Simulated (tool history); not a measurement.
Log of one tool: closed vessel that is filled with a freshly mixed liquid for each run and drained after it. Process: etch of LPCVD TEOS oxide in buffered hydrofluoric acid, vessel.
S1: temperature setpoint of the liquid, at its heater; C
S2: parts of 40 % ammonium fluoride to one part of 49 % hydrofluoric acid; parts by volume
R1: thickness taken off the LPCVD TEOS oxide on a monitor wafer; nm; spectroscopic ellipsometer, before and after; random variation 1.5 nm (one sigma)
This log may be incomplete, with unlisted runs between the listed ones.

{"run": 1, "hour": 0.0, "S1": 22.0, "S2": 15.5, "time in the liquid (s)": 95, "R1": 308.55}
{"run": 2, "hour": 1.7, "S1": 22.0, "S2": 12.0, "time in the liquid (s)": 95, "R1": 396.68}
{"run": 3, "hour": 7.8, "S1": 20.5, "S2": 14.0, "time in the liquid (s)": 95, "R1": 316.81}
{"run": 4, "hour": 14.8, "S1": 20.5, "S2": 14.0, "time in the liquid (s)": 95, "R1": 311.93}
{"run": 5, "hour": 21.7, "S1": 23.0, "S2": 14.0, "time in the liquid (s)": 95, "R1": 363.66}
{"run": 6, "hour": 27.0, "S1": 21.0, "S2": 15.0, "time in the liquid (s)": 95, "R1": 304.94}
{"run": 7, "hour": 30.6, "S1": 19.5, "S2": 16.0, "time in the liquid (s)": 95, "R1": 257.09}
{"run": 8, "hour": 37.2, "S1": 19.5, "S2": 16.0, "time in the liquid (s)": 95, "R1": 263.09}
{"run": 9, "hour": 46.3, "S1": 18.5, "S2": 16.5, "time in the liquid (s)": 95, "R1": 239.62}

Run 10, settings as shown, results not yet in. Your forecast:
{"run": 10, "hour": 48.4, "S1": 18.0, "S2": 17.0, "time in the liquid (s)": 95, "R1": "?"}

{"run 10": {"R1": 225.94}}
